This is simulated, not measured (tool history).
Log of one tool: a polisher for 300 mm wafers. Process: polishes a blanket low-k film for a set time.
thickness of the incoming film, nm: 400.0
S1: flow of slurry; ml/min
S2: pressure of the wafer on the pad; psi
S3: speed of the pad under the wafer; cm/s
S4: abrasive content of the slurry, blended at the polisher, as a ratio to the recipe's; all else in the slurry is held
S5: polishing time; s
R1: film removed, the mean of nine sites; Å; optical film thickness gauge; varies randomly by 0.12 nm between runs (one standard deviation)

{"run": 1, "day": 0.0, "S1": 185, "S2": 1.3, "S3": 118, "S4": 1, "S5": 42, "R1": 127.14}
{"run": 2, "day": 0.179, "S1": 185, "S2": 1.5, "S3": 118, "S4": 1, "S5": 42, "R1": 139.53}
{"run": 3, "day": 0.542, "S1": 205, "S2": 1.5, "S3": 118, "S4": 1, "S5": 42, "R1": 142.53}
{"run": 4, "day": 0.567, "S1": 205, "S2": 1.5, "S3": 118, "S4": 1, "S5": 37, "R1": 125.07}
{"day": 0.783, "done": "slurry nozzle cleaned"}
{"run": 5, "day": 0.783, "S1": 205, "S2": 1.3, "S3": 116, "S4": 1, "S5": 37, "R1": 118.43}
{"run": 6, "day": 1.129, "S1": 170, "S2": 1.3, "S3": 116, "S4": 1, "S5": 37, "R1": 114.96}
{"run": 7, "day": 1.288, "S1": 170, "S2": 1.1, "S3": 114, "S4": 1, "S5": 37, "R1": 101.63}

Run 8 is up next; what results do you expect?
{"run": 8, "day": 1.525, "S1": 170, "S2": 1, "S3": 112, "S4": 1, "S5": 37, "R1": "?"}

Run 8 gave R1 92.618 Å.
